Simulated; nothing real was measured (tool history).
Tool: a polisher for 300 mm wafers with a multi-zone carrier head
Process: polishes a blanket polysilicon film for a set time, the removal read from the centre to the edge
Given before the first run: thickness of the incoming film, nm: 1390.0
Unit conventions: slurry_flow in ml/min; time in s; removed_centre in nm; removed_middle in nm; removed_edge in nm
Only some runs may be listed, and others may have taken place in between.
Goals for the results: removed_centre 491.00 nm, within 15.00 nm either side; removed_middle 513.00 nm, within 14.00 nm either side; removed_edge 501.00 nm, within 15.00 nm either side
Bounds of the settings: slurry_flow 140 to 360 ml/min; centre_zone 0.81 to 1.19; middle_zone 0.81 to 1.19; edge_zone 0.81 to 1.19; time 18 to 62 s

{"run": 1, "hour": 0.0, "slurry_flow": 230, "centre_zone": 1.0, "middle_zone": 1.0, "edge_zone": 1.0, "time": 40, "removed_centre": 408.37, "removed_middle": 399.2, "removed_edge": 403.56}
{"run": 2, "hour": 3.6, "slurry_flow": 230, "centre_zone": 1.0, "middle_zone": 1.0, "edge_zone": 0.92, "time": 40, "removed_centre": 410.13, "removed_middle": 398.83, "removed_edge": 385.78}
{"run": 3, "hour": 12.6, "slurry_flow": 205, "centre_zone": 1.0, "middle_zone": 1.0, "edge_zone": 0.92, "time": 40, "removed_centre": 395.02, "removed_middle": 391.23, "removed_edge": 379.72}
{"run": 4, "hour": 16.1, "slurry_flow": 205, "centre_zone": 1.0, "middle_zone": 1.0, "edge_zone": 0.92, "time": 31, "removed_centre": 310.8, "removed_middle": 304.63, "removed_edge": 293.7}
{"run": 5, "hour": 20.0, "slurry_flow": 205, "centre_zone": 1.0, "middle_zone": 1.0, "edge_zone": 0.92, "time": 40, "removed_centre": 399.53, "removed_middle": 392.62, "removed_edge": 378.85}
{"run": 6, "hour": 24.0, "slurry_flow": 205, "centre_zone": 1.0, "middle_zone": 1.08, "edge_zone": 0.92, "time": 40, "removed_centre": 396.39, "removed_middle": 413.38, "removed_edge": 376.08}
{"run": 7, "hour": 32.8, "slurry_flow": 270, "centre_zone": 1.04, "middle_zone": 1.15, "edge_zone": 1.02, "time": 47, "removed_centre": 503.58, "removed_middle": 530.1, "removed_edge": 477.65}
{"run": 8, "hour": 41.0, "slurry_flow": 270, "centre_zone": 1.04, "middle_zone": 1.14, "edge_zone": 1.03, "time": 47, "removed_centre": 504.72, "removed_middle": 533.36, "removed_edge": 482.85}
{"run": 9, "hour": 42.9, "slurry_flow": 270, "centre_zone": 1.04, "middle_zone": 1.13, "edge_zone": 1.04, "time": 47, "removed_centre": 511.34, "removed_middle": 529.64, "removed_edge": 484.75}

Consider the 4 candidate settings below. Which is the only one whose results all fall within their allowed miss of target?
{"run": "A", "hour": 44.8, "slurry_flow": 240, "centre_zone": 1.07, "middle_zone": 1.09, "edge_zone": 1.09, "time": 48, "removed_centre": "?", "removed_middle": "?", "removed_edge": "?"}
{"run": "B", "hour": 44.8, "slurry_flow": 255, "centre_zone": 1.17, "middle_zone": 1.11, "edge_zone": 1.02, "time": 46, "removed_centre": "?", "removed_middle": "?", "removed_edge": "?"}
{"run": "C", "hour": 44.8, "slurry_flow": 230, "centre_zone": 0.98, "middle_zone": 1.05, "edge_zone": 1.03, "time": 49, "removed_centre": "?", "removed_middle": "?", "removed_edge": "?"}
{"run": "D", "hour": 44.8, "slurry_flow": 265, "centre_zone": 1.05, "middle_zone": 1.06, "edge_zone": 1.05, "time": 48, "removed_centre": "?", "removed_middle": "?", "removed_edge": "?"}

move=A removed_centre=524.71 removed_middle=516.72 removed_edge=503.42
move=B removed_centre=554.80 removed_middle=505.75 removed_edge=469.33
move=C removed_centre=487.14 removed_middle=509.98 removed_edge=497.83
move=D removed_centre=521.57 removed_middle=511.87 removed_edge=498.74
A: the biggest miss grows against the last run
B: the biggest miss grows against the last run
C: in spec on every target
D: the biggest miss grows against the last run
C is the move that brings every result within its allowed miss.

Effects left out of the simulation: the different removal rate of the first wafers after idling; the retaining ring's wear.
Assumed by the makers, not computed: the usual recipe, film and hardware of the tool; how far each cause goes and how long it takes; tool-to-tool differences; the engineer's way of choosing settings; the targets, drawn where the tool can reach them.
